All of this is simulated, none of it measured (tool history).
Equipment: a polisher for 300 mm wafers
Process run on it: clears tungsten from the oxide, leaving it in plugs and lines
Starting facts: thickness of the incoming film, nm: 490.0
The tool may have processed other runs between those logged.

run  hour  flow of slurry (ml/min)  pressure of the wafer on the pad (kPa)  speed of the pad under the wafer (m/s)  abrasive content of the slurry  overpolish time after the end point (s)  time until the end point was called (s)
  1   0.0                      275                                    26.9                                    1.12                            1.00                                       35                                   109.09
  2   4.8                      225                                    26.9                                    1.12                            1.00                                       35                                   111.93
  3   8.4                      225                                    26.9                                    1.22                            1.00                                       35                                   102.74
  4  14.5                      220                                    24.1                                    1.08                            1.00                                       35                                   122.94
  5  17.7                      220                                    24.1                                    1.08                            1.00                                       38                                   123.07
  6  20.1                      220                                    24.1                                    1.08                            1.15                                       38                                   119.04

Estimate the outcome of run 7 from the log above:
  7  26.7                      210                                    22.1                                    0.98                            1.05                                       37                                        ?

time until the end point was called (s): 144.55

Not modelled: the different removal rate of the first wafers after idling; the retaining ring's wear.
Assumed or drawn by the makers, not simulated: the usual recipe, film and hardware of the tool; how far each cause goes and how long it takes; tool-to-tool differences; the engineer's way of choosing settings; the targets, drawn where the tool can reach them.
